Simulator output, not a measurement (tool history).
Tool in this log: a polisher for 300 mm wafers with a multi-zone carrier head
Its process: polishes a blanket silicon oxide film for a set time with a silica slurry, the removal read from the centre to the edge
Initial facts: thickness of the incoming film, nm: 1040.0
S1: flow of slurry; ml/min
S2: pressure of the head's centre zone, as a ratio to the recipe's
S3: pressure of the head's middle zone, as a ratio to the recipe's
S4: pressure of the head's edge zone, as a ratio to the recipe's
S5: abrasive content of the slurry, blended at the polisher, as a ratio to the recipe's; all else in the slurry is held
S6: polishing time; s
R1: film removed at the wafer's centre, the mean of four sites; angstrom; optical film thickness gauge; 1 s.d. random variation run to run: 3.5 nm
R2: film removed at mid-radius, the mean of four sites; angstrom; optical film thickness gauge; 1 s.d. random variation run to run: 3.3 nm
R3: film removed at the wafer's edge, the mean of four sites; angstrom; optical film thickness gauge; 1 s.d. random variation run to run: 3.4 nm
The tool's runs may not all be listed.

| run | hour | S1 | S2 | S3 | S4 | S5 | S6 | R1 | R2 | R3 |
|---|---|---|---|---|---|---|---|---|---|---|
| 1 | 0 | 235 | 1 | 1 | 1 | 1 | 39 | 2156 | 2203.1 | 2116.4 |
| 2 | 8.2 | 235 | 1 | 0.92 | 1 | 1 | 39 | 2215.8 | 2122.4 | 2158.4 |
| 3 | 15.2 | 245 | 0.98 | 0.98 | 0.99 | 1.1 | 39 | 2271.5 | 2253.9 | 2239 |
| 4 | 19.2 | 245 | 0.98 | 1.02 | 0.99 | 1.1 | 39 | 2348.5 | 2402.8 | 2211 |
| 5 | 24.1 | 245 | 0.89 | 1.02 | 0.99 | 1.1 | 39 | 2103.4 | 2375.4 | 2213.8 |
| 6 | 25.2 | 250 | 0.88 | 1.06 | 1 | 1.15 | 39 | 2117.8 | 2444.4 | 2281.8 |
| 7 | 26.5 | 250 | 0.87 | 1.09 | 0.98 | 1.2 | 39 | 2171.2 | 2595.4 | 2319.9 |
| 8 | 34.1 | 275 | 0.91 | 1.19 | 1.02 | 1.4 | 39 | 2355.5 | 3000.2 | 2450.1 |
| 9 | 40.4 | 275 | 0.91 | 1.19 | 1.02 | 1.45 | 39 | 2437.1 | 3032.1 | 2425.4 |
| 10 | 46.4 | 275 | 0.9 | 1.19 | 1.03 | 1.45 | 39 | 2311.2 | 3034.6 | 2480 |

Expected results for the next run?
| 11 | 54.1 | 275 | 0.91 | 1.18 | 1.03 | 1.45 | 39 | ? | ? | ? |

Run 11 yielded R1 2405.1 angstrom, R2 2935 angstrom, R3 2435.5 angstrom.

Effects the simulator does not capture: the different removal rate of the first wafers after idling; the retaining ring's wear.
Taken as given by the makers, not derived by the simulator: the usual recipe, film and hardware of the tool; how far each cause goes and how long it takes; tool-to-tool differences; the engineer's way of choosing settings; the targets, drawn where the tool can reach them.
